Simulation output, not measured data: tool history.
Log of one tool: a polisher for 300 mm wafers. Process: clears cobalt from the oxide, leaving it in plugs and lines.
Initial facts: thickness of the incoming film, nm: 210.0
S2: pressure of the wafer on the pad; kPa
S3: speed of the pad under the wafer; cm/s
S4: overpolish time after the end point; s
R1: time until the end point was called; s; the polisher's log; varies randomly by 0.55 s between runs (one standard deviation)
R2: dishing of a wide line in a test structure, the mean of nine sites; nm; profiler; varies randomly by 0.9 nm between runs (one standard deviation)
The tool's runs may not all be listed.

Run 1, hour 0: flow of slurry (ml/min) 300, S2 15.9 kPa, S3 92 cm/s, S4 23 s. Result: R1 39.95 s, R2 52.664 nm.
Run 2, hour 2.4: flow of slurry (ml/min) 255, S2 15.9 kPa, S3 92 cm/s, S4 23 s. Result: R1 39.624 s, R2 53.04 nm.
Run 3, hour 9: flow of slurry (ml/min) 255, S2 15.9 kPa, S3 78 cm/s, S4 23 s. Result: R1 46.847 s, R2 50.045 nm.
Run 4, hour 13.7: flow of slurry (ml/min) 255, S2 13.8 kPa, S3 78 cm/s, S4 23 s. Result: R1 53.001 s, R2 48.168 nm.
Run 5, hour 20.9: flow of slurry (ml/min) 255, S2 15.9 kPa, S3 80 cm/s, S4 24 s. Result: R1 45.17 s, R2 52.279 nm.
Run 6, hour 28.8: flow of slurry (ml/min) 255, S2 12.4 kPa, S3 80 cm/s, S4 24 s. Result: R1 55.114 s, R2 46.834 nm.
Run 7, hour 33.4: flow of slurry (ml/min) 255, S2 14.5 kPa, S3 82 cm/s, S4 24 s. Result: R1 48.826 s, R2 51.231 nm.
Run 8, hour 35.1: flow of slurry (ml/min) 255, S2 15.9 kPa, S3 84 cm/s, S4 24 s. Result: R1 44.416 s, R2 52.812 nm.
Run 9, hour 38.3: flow of slurry (ml/min) 255, S2 17.2 kPa, S3 86 cm/s, S4 24 s. Result: R1 38.668 s, R2 55.031 nm.

Forecast run 10:
Run 10, hour 46.2: flow of slurry (ml/min) 255, S2 17.9 kPa, S3 86 cm/s, S4 25 s. Result: R1 ?, R2 ?.

R1: 38.102 s
R2: 56.682 nm
